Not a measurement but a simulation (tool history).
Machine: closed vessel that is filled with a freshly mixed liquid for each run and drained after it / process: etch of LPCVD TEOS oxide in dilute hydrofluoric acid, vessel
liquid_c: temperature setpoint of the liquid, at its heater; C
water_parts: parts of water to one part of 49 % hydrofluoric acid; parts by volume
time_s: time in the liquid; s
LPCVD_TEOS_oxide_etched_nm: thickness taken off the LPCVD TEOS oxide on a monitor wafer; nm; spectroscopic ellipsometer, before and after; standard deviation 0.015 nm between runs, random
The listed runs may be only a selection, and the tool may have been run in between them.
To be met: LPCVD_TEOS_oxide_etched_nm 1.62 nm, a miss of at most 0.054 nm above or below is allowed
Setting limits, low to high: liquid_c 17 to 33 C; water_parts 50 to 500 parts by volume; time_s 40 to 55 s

run	hour	liquid_c	water_parts	time_s	LPCVD_TEOS_oxide_etched_nm
1	0	25	275	55	3.0893
2	4.8	25	275	40	2.2004
3	7.2	25	185	40	3.5591
4	8.8	27.5	185	40	3.9493
5	11.2	27.5	185	55	5.4855
6	18.2	26.5	195	55	4.88
7	25.2	25.5	205	55	4.3879
8	32.4	24.5	220	55	3.9514
9	40.3	24	235	55	3.5709
10	48.8	23.5	245	55	3.3096
11	56.4	19.5	355	55	1.7981

4 candidate next runs follow, results not yet known. Just one meets every target within its allowed miss. Identify it.
A	64	21	330	40	?
B	64	21	370	50	?
C	64	21.5	405	50	?
D	64	20.5	330	40	?

move	LPCVD_TEOS_oxide_etched_nm
A	1.5256
B	1.6423
C	1.4813
D	1.4987
A: pushes the last run's worst result past its target
B: all results in spec
C: pushes the last run's worst result past its target
D: pushes the last run's worst result past its target
B is the move that brings every result within its allowed miss.
